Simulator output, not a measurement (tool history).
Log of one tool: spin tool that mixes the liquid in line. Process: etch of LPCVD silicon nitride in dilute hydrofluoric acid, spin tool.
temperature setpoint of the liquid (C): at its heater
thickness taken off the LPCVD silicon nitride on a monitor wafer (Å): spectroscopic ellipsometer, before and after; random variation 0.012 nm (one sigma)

| run | hour | temperature setpoint of the liquid (C) | parts of water to one part of 49 % hydrofluoric acid (parts by volume) | time under the liquid (s) | thickness taken off the LPCVD silicon nitride on a monitor wafer (Å) |
|---|---|---|---|---|---|
| 1 | 0 | 24 | 55 | 60 | 4.9536 |
| 2 | 1.3 | 25.5 | 55 | 60 | 5.4124 |
| 3 | 4.3 | 25.5 | 65 | 60 | 4.5718 |
| 4 | 6.5 | 27 | 65 | 60 | 4.9978 |
| 5 | 10.6 | 28 | 65 | 60 | 5.5056 |
| 6 | 14.2 | 29 | 65 | 60 | 5.9276 |
| 7 | 20.5 | 30 | 65 | 60 | 6.0237 |
| 8 | 22.2 | 30.5 | 65 | 60 | 6.3656 |

Run 9 comes next. What will it give?
| 9 | 23.1 | 31 | 65 | 60 | ? |

thickness taken off the LPCVD silicon nitride on a monitor wafer (Å): 6.6972
